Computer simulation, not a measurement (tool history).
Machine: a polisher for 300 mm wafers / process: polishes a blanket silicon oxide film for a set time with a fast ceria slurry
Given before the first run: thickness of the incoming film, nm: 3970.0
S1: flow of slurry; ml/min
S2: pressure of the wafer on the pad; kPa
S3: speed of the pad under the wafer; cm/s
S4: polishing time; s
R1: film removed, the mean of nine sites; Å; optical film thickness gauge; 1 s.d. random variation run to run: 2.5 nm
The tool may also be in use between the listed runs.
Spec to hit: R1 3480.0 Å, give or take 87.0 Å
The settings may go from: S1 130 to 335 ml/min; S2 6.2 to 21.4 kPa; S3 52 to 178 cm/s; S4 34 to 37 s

run 1 hour=0.0 | S1=215 S2=13.8 S3=114 S4=37 | R1=4986.3
run 2 hour=3.0 | S1=245 S2=13.8 S3=114 S4=37 | R1=5110.2
run 3 hour=7.3 | S1=220 S2=13.8 S3=114 S4=37 | R1=4988.9
run 4 hour=15.7 | S1=205 S2=12.4 S3=114 S4=37 | R1=4460.3
run 5 hour=24.2 | S1=180 S2=12.4 S3=114 S4=37 | R1=4412.5
run 6 hour=27.1 | S1=180 S2=12.4 S3=98 S4=37 | R1=3740.3
run 7 hour=33.9 | S1=175 S2=12.4 S3=98 S4=37 | R1=3789.3
run 8 hour=37.9 | S1=170 S2=12.4 S3=98 S4=37 | R1=3796.0
run 9 hour=45.6 | S1=170 S2=11.7 S3=98 S4=37 | R1=3588.8

Below are 5 possible settings for the next run. Only one of them brings all results inside the allowed miss of their targets. Which is it?
run A hour=53.3 | S1=160 S2=12.4 S3=106 S4=34 | R1=?
run B hour=53.3 | S1=145 S2=13.1 S3=102 S4=34 | R1=?
run C hour=53.3 | S1=135 S2=12.4 S3=100 S4=37 | R1=?
run D hour=53.3 | S1=215 S2=13.8 S3=86 S4=34 | R1=?
run E hour=53.3 | S1=185 S2=13.1 S3=90 S4=37 | R1=?

move=A R1=3658.2
move=B R1=3658.1
move=C R1=3661.0
move=D R1=3486.7
move=E R1=3689.0
A: moves away from the targets compared with the last run
B: moves away from the targets compared with the last run
C: moves away from the targets compared with the last run
D: in spec on every target
E: moves away from the targets compared with the last run
So the answer is move D, the one that meets all the targets.
